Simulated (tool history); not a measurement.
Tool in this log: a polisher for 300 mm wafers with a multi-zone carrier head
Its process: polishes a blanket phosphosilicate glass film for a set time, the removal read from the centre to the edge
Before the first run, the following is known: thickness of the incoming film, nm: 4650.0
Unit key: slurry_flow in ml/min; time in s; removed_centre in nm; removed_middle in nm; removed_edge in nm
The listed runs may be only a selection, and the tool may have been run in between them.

run,hour,slurry_flow,centre_zone,middle_zone,edge_zone,slurry_solids,time,removed_centre,removed_middle,removed_edge
1,0,190,1,1,1,1,63,486.62,508.46,523.93
2,1.5,220,1,1,1,1,63,512.56,506.45,528.65
3,3.6,220,1,1.08,1,1,63,508.71,549.98,534.34
4,9.2,215,0.99,1.04,0.98,0.95,63,483.34,521.16,510.89
5,15.8,215,0.99,1,0.96,0.9,63,485.49,488.24,480.89
6,20.2,205,0.98,0.97,0.96,0.85,63,447.32,459.29,481.52
7,28.2,200,0.98,0.95,0.94,0.85,63,448.28,439.79,458.72
8,37.2,190,0.98,0.94,0.93,0.85,63,447.97,443.46,458.85
9,40.7,185,0.97,0.92,0.92,0.85,63,435.38,424.97,455.03

For run 10, what comes out?
10,41.8,180,0.97,0.91,0.91,0.85,63,?,?,?

removed_centre: 430.25 nm
removed_middle: 414.04 nm
removed_edge: 455.46 nm
